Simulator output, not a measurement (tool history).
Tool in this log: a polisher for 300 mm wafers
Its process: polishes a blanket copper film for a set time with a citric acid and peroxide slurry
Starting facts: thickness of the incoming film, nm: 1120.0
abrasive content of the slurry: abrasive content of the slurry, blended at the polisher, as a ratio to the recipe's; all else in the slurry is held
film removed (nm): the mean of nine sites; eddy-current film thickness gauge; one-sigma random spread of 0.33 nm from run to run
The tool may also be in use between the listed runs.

run,hour,flow of slurry (ml/min),pressure of the wafer on the pad (psi),speed of the pad under the wafer (m/s),abrasive content of the slurry,polishing time (s),film removed (nm)
1,0.0,280,2.5,0.80,1.0,56,75.343
2,8.8,280,2.1,0.68,1.0,55,52.928
3,11.8,280,1.8,0.62,1.0,55,41.753
4,19.2,280,1.8,0.62,1.0,50,39.352
5,24.5,280,1.6,0.62,1.0,50,35.019
6,25.3,280,1.6,0.62,1.0,56,38.598
7,32.8,280,1.4,0.60,1.0,56,33.623
8,34.9,280,1.3,0.58,1.0,56,31.470
9,38.6,280,1.1,0.52,1.0,56,24.281

What will run 10 give?
10,41.7,280,1.1,0.52,1.0,56,?

{"run 10": {"film removed (nm)": 24.529}}

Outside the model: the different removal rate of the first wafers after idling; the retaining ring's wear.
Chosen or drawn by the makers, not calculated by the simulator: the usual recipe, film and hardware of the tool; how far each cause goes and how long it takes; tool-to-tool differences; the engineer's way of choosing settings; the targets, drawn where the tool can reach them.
